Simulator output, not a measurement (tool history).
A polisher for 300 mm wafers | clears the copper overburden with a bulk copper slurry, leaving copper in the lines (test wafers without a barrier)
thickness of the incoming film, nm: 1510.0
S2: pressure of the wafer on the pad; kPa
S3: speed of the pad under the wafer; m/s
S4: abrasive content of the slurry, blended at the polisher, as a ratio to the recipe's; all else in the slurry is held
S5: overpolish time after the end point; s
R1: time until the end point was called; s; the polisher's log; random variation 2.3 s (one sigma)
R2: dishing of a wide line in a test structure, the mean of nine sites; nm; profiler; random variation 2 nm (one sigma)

run 1 hour=0.0 | flow_of_slurry_(ml/min)=205 S2=20.7 S3=1.34 S4=1.00 S5=26 | R1=130.74 R2=136.18
run 2 hour=8.7 | flow_of_slurry_(ml/min)=205 S2=20.7 S3=1.04 S4=1.00 S5=26 | R1=169.14 R2=118.47
run 3 hour=15.9 | flow_of_slurry_(ml/min)=205 S2=22.8 S3=1.04 S4=1.00 S5=26 | R1=149.97 R2=120.30
run 4 hour=21.4 | flow_of_slurry_(ml/min)=205 S2=22.1 S3=1.04 S4=1.00 S5=27 | R1=157.59 R2=125.46
run 5 hour=28.7 | flow_of_slurry_(ml/min)=205 S2=22.1 S3=1.04 S4=1.15 S5=27 | R1=150.91 R2=126.91
run 6 hour=30.6 | flow_of_slurry_(ml/min)=205 S2=17.2 S3=1.04 S4=1.15 S5=27 | R1=188.86 R2=105.37
run 7 hour=37.3 | flow_of_slurry_(ml/min)=205 S2=17.2 S3=1.04 S4=1.15 S5=28 | R1=185.35 R2=111.72
run 8 hour=42.9 | flow_of_slurry_(ml/min)=205 S2=16.5 S3=1.04 S4=1.15 S5=29 | R1=191.36 R2=107.26

Forecast run 9:
run 9 hour=43.8 | flow_of_slurry_(ml/min)=195 S2=13.8 S3=0.98 S4=1.15 S5=42 | R1=? R2=?

R1: 244.11 s
R2: 114.99 nm

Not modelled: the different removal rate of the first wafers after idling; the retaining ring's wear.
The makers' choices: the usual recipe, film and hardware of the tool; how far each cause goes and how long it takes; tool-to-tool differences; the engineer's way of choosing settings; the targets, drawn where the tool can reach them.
